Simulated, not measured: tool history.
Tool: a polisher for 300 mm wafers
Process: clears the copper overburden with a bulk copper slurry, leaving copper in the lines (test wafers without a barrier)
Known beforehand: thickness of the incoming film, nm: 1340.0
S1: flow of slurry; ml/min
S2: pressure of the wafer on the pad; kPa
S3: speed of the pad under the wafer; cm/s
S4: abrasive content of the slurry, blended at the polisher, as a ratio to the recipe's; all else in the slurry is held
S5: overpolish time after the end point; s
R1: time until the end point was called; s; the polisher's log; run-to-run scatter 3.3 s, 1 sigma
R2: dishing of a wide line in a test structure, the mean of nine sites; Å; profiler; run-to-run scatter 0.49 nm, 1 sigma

| run | hour | S1 | S2 | S3 | S4 | S5 | R1 | R2 |
|---|---|---|---|---|---|---|---|---|
| 1 | 0 | 275 | 22.8 | 132 | 1 | 26 | 113.44 | 495.55 |
| 2 | 5.8 | 275 | 20.7 | 128 | 1 | 26 | 128.53 | 486.33 |
| 3 | 10.4 | 275 | 20.7 | 148 | 1 | 26 | 109.46 | 484.49 |
| 4 | 18.9 | 275 | 20.7 | 148 | 0.9 | 26 | 115.82 | 487.33 |
| 5 | 25.6 | 275 | 20.7 | 148 | 0.9 | 35 | 111.28 | 484.89 |
| 6 | 29.5 | 275 | 20.7 | 148 | 0.9 | 44 | 111.67 | 487.63 |
|  | 30.3 | slurry blender recalibrated |
| 7 | 30.3 | 275 | 19.3 | 140 | 0.9 | 44 | 120.2 | 492.3 |
| 8 | 38 | 265 | 17.9 | 136 | 0.85 | 38 | 132.32 | 479.7 |
| 9 | 44.4 | 260 | 16.5 | 128 | 0.85 | 37 | 157.42 | 476.74 |

The next listed run, before its measurement:
| 10 | 53.3 | 255 | 15.2 | 126 | 0.85 | 36 | ? | ? |

{"run 10": {"R1": 169.09, "R2": 466.91}}

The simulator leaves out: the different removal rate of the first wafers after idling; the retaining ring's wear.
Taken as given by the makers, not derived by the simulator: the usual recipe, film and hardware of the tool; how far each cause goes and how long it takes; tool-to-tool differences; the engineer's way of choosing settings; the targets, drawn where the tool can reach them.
